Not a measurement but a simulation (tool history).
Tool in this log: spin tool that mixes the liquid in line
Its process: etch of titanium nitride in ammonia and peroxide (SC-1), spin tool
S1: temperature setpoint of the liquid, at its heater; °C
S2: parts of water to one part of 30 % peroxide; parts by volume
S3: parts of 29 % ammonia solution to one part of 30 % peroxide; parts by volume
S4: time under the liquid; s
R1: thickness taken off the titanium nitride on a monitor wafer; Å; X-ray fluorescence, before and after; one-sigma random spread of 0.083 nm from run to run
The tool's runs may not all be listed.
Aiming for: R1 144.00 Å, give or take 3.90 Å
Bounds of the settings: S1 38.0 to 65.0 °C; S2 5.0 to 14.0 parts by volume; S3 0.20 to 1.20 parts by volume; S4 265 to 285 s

run	hour	S1	S2	S3	S4	R1
1	0.0	49.0	7.5	0.85	265	360.02
2	1.1	49.0	7.5	1.10	265	368.64
3	8.5	49.0	10.0	1.10	265	320.85
4	15.1	49.0	10.0	0.90	265	313.70
5	22.1	49.0	10.0	0.70	265	297.54
6	27.2	48.0	10.0	0.70	265	278.73
7	32.3	47.0	10.0	0.70	265	258.85
8	39.6	46.0	10.0	0.70	265	242.06
9	44.2	45.0	10.0	0.70	265	225.26
10	48.1	44.5	10.0	0.70	265	219.56
11	50.6	44.0	10.0	0.70	265	210.46
12	55.4	43.5	10.0	0.70	265	201.89

Exercise: of the 5 proposed moves below, exactly one satisfies all targets within the stated allowed misses. Which move is it?
A	60.2	40.0	12.5	0.85	265	?
B	60.2	41.5	13.0	0.75	285	?
C	60.2	40.0	12.5	0.75	285	?
D	60.2	42.0	14.0	0.75	265	?
E	60.2	47.0	8.0	0.65	285	?

move	R1
A	144.48
B	166.52
C	152.18
D	154.42
E	310.54
A: each result inside its tolerance
B: gains on the last run, yet a result remains outside its allowed miss
C: gains on the last run, yet a result remains outside its allowed miss
D: gains on the last run, yet a result remains outside its allowed miss
E: moves away from the targets compared with the last run
The move that meets every target is A.

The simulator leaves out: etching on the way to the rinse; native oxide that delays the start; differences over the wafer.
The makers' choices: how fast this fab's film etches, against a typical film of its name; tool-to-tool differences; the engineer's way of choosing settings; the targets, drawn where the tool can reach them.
